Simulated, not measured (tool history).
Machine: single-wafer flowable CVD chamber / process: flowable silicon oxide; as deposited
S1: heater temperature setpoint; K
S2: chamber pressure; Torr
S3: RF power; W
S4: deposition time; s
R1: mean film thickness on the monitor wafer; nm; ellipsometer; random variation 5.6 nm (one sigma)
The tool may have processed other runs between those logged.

| run | hour | S1 | S2 | S3 | S4 | R1 |
|---|---|---|---|---|---|---|
| 1 | 0.0 | 363.15 | 0.973 | 2355 | 1230 | 1337.40 |
| 2 | 3.7 | 365.15 | 0.972 | 2355 | 1230 | 1243.20 |
| 3 | 10.9 | 367.15 | 0.972 | 2355 | 1230 | 1151.20 |
| 4 | 16.3 | 377.15 | 0.972 | 2355 | 1230 | 790.74 |
| 5 | 25.5 | 377.15 | 1.127 | 2355 | 1230 | 911.31 |
| 6 | 31.7 | 376.15 | 1.127 | 2355 | 1230 | 948.11 |

Estimate the outcome of run 7 from the log above:
| 7 | 34.7 | 375.15 | 1.127 | 2355 | 1230 | ? |

{"run 7": {"R1": 983.0}}
